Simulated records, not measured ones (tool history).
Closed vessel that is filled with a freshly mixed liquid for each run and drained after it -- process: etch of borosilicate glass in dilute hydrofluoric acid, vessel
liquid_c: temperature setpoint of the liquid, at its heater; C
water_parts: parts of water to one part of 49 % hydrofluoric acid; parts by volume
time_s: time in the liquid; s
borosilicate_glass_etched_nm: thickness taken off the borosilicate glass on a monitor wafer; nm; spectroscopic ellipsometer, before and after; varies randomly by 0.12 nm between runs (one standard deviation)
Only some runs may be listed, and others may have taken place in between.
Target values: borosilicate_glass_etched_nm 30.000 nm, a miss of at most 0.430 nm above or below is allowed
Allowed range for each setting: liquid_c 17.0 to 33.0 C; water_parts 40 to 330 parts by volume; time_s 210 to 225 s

run	day	liquid_c	water_parts	time_s	borosilicate_glass_etched_nm
1	0.000	25.0	185	210	31.885
2	0.054	25.0	145	210	43.032
3	0.354	25.0	80	210	84.169
4	0.446	25.0	80	225	89.653
5	0.550	23.5	100	225	65.761
6	0.783	22.0	105	225	58.484
7	0.908	21.0	115	225	51.453
8	0.979	20.0	120	225	47.130
9	1.208	19.5	125	225	43.886
10	1.246	19.0	130	225	40.930
11	1.588	18.5	135	225	38.549
12	1.771	18.0	140	225	36.166
13	1.962	17.0	165	225	28.640

Below are 4 possible settings for the next run. Only one of them brings all results inside the allowed miss of their targets. Which is it?
A	2.154	18.5	170	210	?
B	2.154	17.0	150	220	?
C	2.154	17.0	155	225	?
D	2.154	17.5	155	215	?

move	borosilicate_glass_etched_nm
A	27.652
B	31.506
C	31.032
D	30.264
A: moves away from the targets compared with the last run
B: carries the result that was furthest off beyond its target, to the other side
C: carries the result that was furthest off beyond its target, to the other side
D: every result lands within tolerance
Correct choice: D, which meets every target
